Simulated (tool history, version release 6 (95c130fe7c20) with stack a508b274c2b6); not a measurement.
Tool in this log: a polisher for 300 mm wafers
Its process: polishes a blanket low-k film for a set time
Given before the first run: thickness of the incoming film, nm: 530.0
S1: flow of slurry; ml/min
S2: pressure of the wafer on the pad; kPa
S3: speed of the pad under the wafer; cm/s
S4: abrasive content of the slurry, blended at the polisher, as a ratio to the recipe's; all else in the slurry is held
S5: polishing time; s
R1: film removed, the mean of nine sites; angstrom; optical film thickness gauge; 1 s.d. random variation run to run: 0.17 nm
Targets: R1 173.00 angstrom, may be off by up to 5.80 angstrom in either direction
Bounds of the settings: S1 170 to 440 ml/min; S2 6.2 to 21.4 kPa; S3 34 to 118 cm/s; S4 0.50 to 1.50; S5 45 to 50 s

run,hour,S1,S2,S3,S4,S5,R1
1,0.0,280,13.8,76,1.00,50,147.96
2,0.7,250,13.8,76,1.00,50,146.50
3,2.2,250,11.0,76,1.00,50,118.01
4,3.2,250,14.5,76,1.00,50,155.02
5,4.2,250,17.2,76,1.00,50,180.49
6,10.2,250,17.2,76,1.20,50,199.12
7,14.8,245,15.9,76,1.20,50,182.29
8,18.8,245,15.9,76,1.20,50,186.57

Exercise: of the 5 proposed moves below, exactly one satisfies all targets within the stated allowed misses. Which move is it?
A,22.8,240,17.2,70,1.20,49,?
B,22.8,175,14.5,98,1.25,48,?
C,22.8,300,15.2,92,1.20,49,?
D,22.8,235,14.5,80,1.35,46,?
E,22.8,205,16.5,80,1.15,48,?

move,R1
A,187.34
B,202.50
C,208.76
D,174.41
E,189.97
A: further off than the last run
B: further off than the last run
C: further off than the last run
D: in spec on every target
E: further off than the last run
D meets every target.

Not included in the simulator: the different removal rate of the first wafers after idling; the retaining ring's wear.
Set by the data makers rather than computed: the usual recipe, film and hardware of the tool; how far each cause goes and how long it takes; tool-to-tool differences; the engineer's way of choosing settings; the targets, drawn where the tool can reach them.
